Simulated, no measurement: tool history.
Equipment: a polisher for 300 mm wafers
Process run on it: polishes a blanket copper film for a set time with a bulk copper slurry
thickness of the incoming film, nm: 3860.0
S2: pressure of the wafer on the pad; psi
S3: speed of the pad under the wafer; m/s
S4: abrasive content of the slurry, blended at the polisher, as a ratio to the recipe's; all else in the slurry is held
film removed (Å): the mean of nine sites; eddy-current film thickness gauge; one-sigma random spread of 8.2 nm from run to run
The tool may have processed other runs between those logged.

run 1 hour=0.0 | flow_of_slurry_(ml/min)=125 S2=2.5 S3=1.28 S4=1.0 polishing_time_(s)=34 | film_removed_(Å)=4028.7
run 2 hour=3.5 | flow_of_slurry_(ml/min)=130 S2=2.9 S3=1.28 S4=1.0 polishing_time_(s)=34 | film_removed_(Å)=4687.2
run 3 hour=4.6 | flow_of_slurry_(ml/min)=135 S2=3.2 S3=1.30 S4=1.0 polishing_time_(s)=34 | film_removed_(Å)=5181.8
run 4 hour=6.4 | flow_of_slurry_(ml/min)=135 S2=3.2 S3=1.30 S4=1.0 polishing_time_(s)=34 | film_removed_(Å)=5255.6
run 5 hour=8.8 | flow_of_slurry_(ml/min)=135 S2=3.4 S3=1.34 S4=1.0 polishing_time_(s)=34 | film_removed_(Å)=5668.9
run 6 hour=17.1 | flow_of_slurry_(ml/min)=135 S2=3.4 S3=1.34 S4=1.0 polishing_time_(s)=31 | film_removed_(Å)=5230.9
run 7 hour=22.7 | flow_of_slurry_(ml/min)=135 S2=3.4 S3=1.34 S4=1.0 polishing_time_(s)=31 | film_removed_(Å)=5192.7

Estimate the outcome of run 8 from the log above:
run 8 hour=26.3 | flow_of_slurry_(ml/min)=140 S2=3.5 S3=1.40 S4=1.0 polishing_time_(s)=31 | film_removed_(Å)=?

film removed (Å): 5530.8
